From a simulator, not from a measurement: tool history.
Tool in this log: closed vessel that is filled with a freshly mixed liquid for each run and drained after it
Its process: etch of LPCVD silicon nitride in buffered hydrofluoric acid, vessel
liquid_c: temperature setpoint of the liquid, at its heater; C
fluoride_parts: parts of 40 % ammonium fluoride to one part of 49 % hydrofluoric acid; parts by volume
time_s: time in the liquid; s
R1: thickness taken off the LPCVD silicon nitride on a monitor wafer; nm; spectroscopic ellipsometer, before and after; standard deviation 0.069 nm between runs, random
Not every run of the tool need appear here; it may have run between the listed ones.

{"run": 1, "hour": 0.0, "liquid_c": 24.0, "fluoride_parts": 22.0, "time_s": 835, "R1": 7.04}
{"run": 2, "hour": 8.3, "liquid_c": 25.5, "fluoride_parts": 22.0, "time_s": 835, "R1": 7.6917}
{"run": 3, "hour": 16.7, "liquid_c": 26.5, "fluoride_parts": 22.0, "time_s": 835, "R1": 8.0806}
{"run": 4, "hour": 22.3, "liquid_c": 26.5, "fluoride_parts": 22.0, "time_s": 625, "R1": 6.0371}
{"run": 5, "hour": 23.5, "liquid_c": 26.5, "fluoride_parts": 16.5, "time_s": 625, "R1": 7.8504}
{"run": 6, "hour": 28.2, "liquid_c": 29.0, "fluoride_parts": 16.5, "time_s": 625, "R1": 8.936}
{"run": 7, "hour": 32.8, "liquid_c": 29.5, "fluoride_parts": 16.5, "time_s": 625, "R1": 9.2195}

The next listed run, before its measurement:
{"run": 8, "hour": 35.4, "liquid_c": 29.5, "fluoride_parts": 16.5, "time_s": 625, "R1": "?"}

{"run 8": {"R1": 9.134}}
